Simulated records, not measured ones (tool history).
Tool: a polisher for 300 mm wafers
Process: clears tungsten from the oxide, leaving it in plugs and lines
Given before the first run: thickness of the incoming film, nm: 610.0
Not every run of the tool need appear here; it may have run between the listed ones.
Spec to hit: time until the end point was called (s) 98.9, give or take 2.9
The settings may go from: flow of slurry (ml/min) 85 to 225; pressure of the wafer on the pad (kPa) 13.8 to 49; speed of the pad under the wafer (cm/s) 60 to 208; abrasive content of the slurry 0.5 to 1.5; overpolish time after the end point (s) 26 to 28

run,hour,flow of slurry (ml/min),pressure of the wafer on the pad (kPa),speed of the pad under the wafer (cm/s),abrasive content of the slurry,overpolish time after the end point (s),time until the end point was called (s)
1,0,145,31,134,1,26,75.859
2,3,145,31,134,1.2,26,74.358
3,3.9,140,29.6,134,1.2,26,79.828
4,10.7,140,29.6,134,1.2,26,78.119
5,14.5,135,28.3,134,1.2,26,82.574
6,15,130,27.6,134,1.2,26,86.314
7,23.7,125,26.9,134,1.2,26,88.008
8,30.8,120,26.2,134,1.2,26,91.136
9,38,115,26.2,134,1.2,26,93.177

Of the 5 settings listed for the next run, only one would bring every result within its allowed miss of target. Which one?
A,45.2,105,23.4,130,1.3,26,?
B,45.2,85,29.6,110,1.15,28,?
C,45.2,105,25.5,154,1.2,28,?
D,45.2,115,22.1,158,1.25,26,?
E,45.2,90,24.8,136,1.4,26,?

move,time until the end point was called (s)
A,106.09
B,105.95
C,87.076
D,94.593
E,100.24
A: pushes the last run's worst result past its target
B: pushes the last run's worst result past its target
C: moves away from the targets compared with the last run
D: better than the last run, though not everything is in spec
E: every result within its allowed miss
Answer: E
